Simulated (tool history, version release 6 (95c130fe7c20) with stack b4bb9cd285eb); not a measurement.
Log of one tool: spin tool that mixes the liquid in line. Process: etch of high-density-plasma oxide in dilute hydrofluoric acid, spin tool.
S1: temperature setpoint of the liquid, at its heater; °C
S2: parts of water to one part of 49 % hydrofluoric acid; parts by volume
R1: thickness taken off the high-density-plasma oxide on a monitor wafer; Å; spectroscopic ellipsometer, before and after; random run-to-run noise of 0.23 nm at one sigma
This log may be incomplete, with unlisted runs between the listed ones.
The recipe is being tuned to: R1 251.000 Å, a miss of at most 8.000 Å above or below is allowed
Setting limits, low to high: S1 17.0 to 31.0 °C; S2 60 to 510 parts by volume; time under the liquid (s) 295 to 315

Run 1, hour 0.0: S1 23.0 °C, S2 285 parts by volume, time under the liquid (s) 295. Result: R1 73.574 Å.
Run 2, hour 4.4: S1 23.0 °C, S2 335 parts by volume, time under the liquid (s) 295. Result: R1 58.783 Å.
Run 3, hour 5.4: S1 23.0 °C, S2 335 parts by volume, time under the liquid (s) 295. Result: R1 58.638 Å.
Run 4, hour 12.3: S1 20.0 °C, S2 335 parts by volume, time under the liquid (s) 295. Result: R1 53.750 Å.
Run 5, hour 13.1: S1 18.0 °C, S2 335 parts by volume, time under the liquid (s) 295. Result: R1 49.681 Å.
Run 6, hour 21.2: S1 17.0 °C, S2 335 parts by volume, time under the liquid (s) 295. Result: R1 47.986 Å.
Run 7, hour 30.2: S1 20.0 °C, S2 270 parts by volume, time under the liquid (s) 295. Result: R1 68.968 Å.
Run 8, hour 36.6: S1 22.5 °C, S2 220 parts by volume, time under the liquid (s) 300. Result: R1 99.887 Å.
Run 9, hour 41.1: S1 22.5 °C, S2 220 parts by volume, time under the liquid (s) 300. Result: R1 99.324 Å.
Run 10, hour 42.9: S1 24.0 °C, S2 185 parts by volume, time under the liquid (s) 300. Result: R1 130.280 Å.
Run 11, hour 45.9: S1 25.5 °C, S2 165 parts by volume, time under the liquid (s) 300. Result: R1 159.030 Å.
Run 12, hour 50.5: S1 26.5 °C, S2 155 parts by volume, time under the liquid (s) 300. Result: R1 178.460 Å.
Run 13, hour 56.5: S1 27.5 °C, S2 150 parts by volume, time under the liquid (s) 300. Result: R1 192.890 Å.
Run 14, hour 58.0: S1 28.5 °C, S2 145 parts by volume, time under the liquid (s) 300. Result: R1 204.270 Å.
Run 15, hour 63.7: S1 29.0 °C, S2 140 parts by volume, time under the liquid (s) 300. Result: R1 220.800 Å.
Run 16, hour 69.4: S1 31.0 °C, S2 130 parts by volume, time under the liquid (s) 300. Result: R1 262.810 Å.

Which one of the following 5 next-run settings gets every result inside its allowed miss? There is exactly one.
Run A, hour 75.1: S1 31.0 °C, S2 150 parts by volume, time under the liquid (s) 315. Result: R1 ?.
Run B, hour 75.1: S1 31.0 °C, S2 125 parts by volume, time under the liquid (s) 305. Result: R1 ?.
Run C, hour 75.1: S1 30.0 °C, S2 125 parts by volume, time under the liquid (s) 310. Result: R1 ?.
Run D, hour 75.1: S1 31.0 °C, S2 140 parts by volume, time under the liquid (s) 315. Result: R1 ?.
Run E, hour 75.1: S1 30.5 °C, S2 140 parts by volume, time under the liquid (s) 295. Result: R1 ?.

move       R1
   A  227.940
   B  274.030
   C  268.530
   D  247.540
   E  227.690
A: the result that was furthest off in the last run now lies on the other side of its target
B: its largest miss is bigger than the last run's
C: its largest miss is bigger than the last run's
D: every result within its allowed miss
E: the result that was furthest off in the last run now lies on the other side of its target
D meets every target.
